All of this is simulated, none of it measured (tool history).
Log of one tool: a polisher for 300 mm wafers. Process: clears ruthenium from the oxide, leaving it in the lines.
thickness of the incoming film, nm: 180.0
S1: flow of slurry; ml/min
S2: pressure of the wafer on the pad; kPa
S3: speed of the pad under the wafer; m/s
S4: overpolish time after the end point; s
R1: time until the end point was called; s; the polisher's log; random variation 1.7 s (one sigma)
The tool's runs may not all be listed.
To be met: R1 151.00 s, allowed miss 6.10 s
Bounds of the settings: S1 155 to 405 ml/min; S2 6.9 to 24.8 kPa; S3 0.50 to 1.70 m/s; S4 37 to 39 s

run    day   S1    S2    S3  S4      R1
  1  0.000  260  15.9  1.10  37  116.32
  2  0.062  260  15.2  1.10  37  120.50
  3  0.142  260  15.2  1.30  37  103.50
  4  0.458  260  14.5  1.30  37  107.13
  5  0.654  260  14.5  1.30  37  106.99
  6  0.908  215  14.5  1.30  37  112.51
  7  0.933  185  10.3  1.28  37  156.16
  8  1.033  190  10.3  1.28  37  157.39

4 next moves are on the table. One of them brings every result within its allowed miss. Which?
  A  1.133  165   9.0  1.56  37   ?
  B  1.133  210   9.7  1.24  37   ?
  C  1.133  225  10.3  1.14  39   ?
  D  1.133  185  15.2  0.80  37   ?

move      R1
   A  153.64
   B  172.57
   C  173.76
   D  173.94
A: meets every target
B: further off than the last run
C: further off than the last run
D: further off than the last run
Answer: A
